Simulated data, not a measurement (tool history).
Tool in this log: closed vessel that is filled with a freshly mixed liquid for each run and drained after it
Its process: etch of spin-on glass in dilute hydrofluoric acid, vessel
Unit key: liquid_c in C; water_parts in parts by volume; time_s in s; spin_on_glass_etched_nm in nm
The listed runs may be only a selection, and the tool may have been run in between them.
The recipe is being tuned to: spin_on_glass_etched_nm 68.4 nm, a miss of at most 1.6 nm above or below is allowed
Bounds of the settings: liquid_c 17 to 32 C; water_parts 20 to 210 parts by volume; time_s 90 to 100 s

{"run": 1, "hour": 0.0, "liquid_c": 24, "water_parts": 115, "time_s": 90, "spin_on_glass_etched_nm": 31.461}
{"run": 2, "hour": 7.6, "liquid_c": 27, "water_parts": 115, "time_s": 90, "spin_on_glass_etched_nm": 35.239}
{"run": 3, "hour": 9.4, "liquid_c": 28, "water_parts": 105, "time_s": 90, "spin_on_glass_etched_nm": 40.789}
{"run": 4, "hour": 10.4, "liquid_c": 28, "water_parts": 70, "time_s": 90, "spin_on_glass_etched_nm": 63.816}
{"run": 5, "hour": 15.2, "liquid_c": 28.5, "water_parts": 70, "time_s": 90, "spin_on_glass_etched_nm": 65.044}
{"run": 6, "hour": 23.6, "liquid_c": 28.5, "water_parts": 90, "time_s": 90, "spin_on_glass_etched_nm": 49.388}
{"run": 7, "hour": 25.6, "liquid_c": 29, "water_parts": 85, "time_s": 90, "spin_on_glass_etched_nm": 53.211}
{"run": 8, "hour": 28.9, "liquid_c": 29.5, "water_parts": 80, "time_s": 90, "spin_on_glass_etched_nm": 58.034}
{"run": 9, "hour": 34.9, "liquid_c": 30, "water_parts": 80, "time_s": 90, "spin_on_glass_etched_nm": 59.729}
{"run": 10, "hour": 36.8, "liquid_c": 30.5, "water_parts": 80, "time_s": 90, "spin_on_glass_etched_nm": 60.07}
{"run": 11, "hour": 37.8, "liquid_c": 31, "water_parts": 80, "time_s": 90, "spin_on_glass_etched_nm": 61.724}

4 candidate next runs follow, results not yet known. Just one meets every target within its allowed miss. Identify it.
{"run": "A", "hour": 38.8, "liquid_c": 32, "water_parts": 90, "time_s": 90, "spin_on_glass_etched_nm": "?"}
{"run": "B", "hour": 38.8, "liquid_c": 32, "water_parts": 75, "time_s": 90, "spin_on_glass_etched_nm": "?"}
{"run": "C", "hour": 38.8, "liquid_c": 28, "water_parts": 80, "time_s": 95, "spin_on_glass_etched_nm": "?"}
{"run": "D", "hour": 38.8, "liquid_c": 31, "water_parts": 95, "time_s": 90, "spin_on_glass_etched_nm": "?"}

move=A spin_on_glass_etched_nm=56.035
move=B spin_on_glass_etched_nm=68.798
move=C spin_on_glass_etched_nm=57.995
move=D spin_on_glass_etched_nm=50.769
A: the biggest miss grows against the last run
B: all results in spec
C: the biggest miss grows against the last run
D: the biggest miss grows against the last run
The move that meets every target is B.
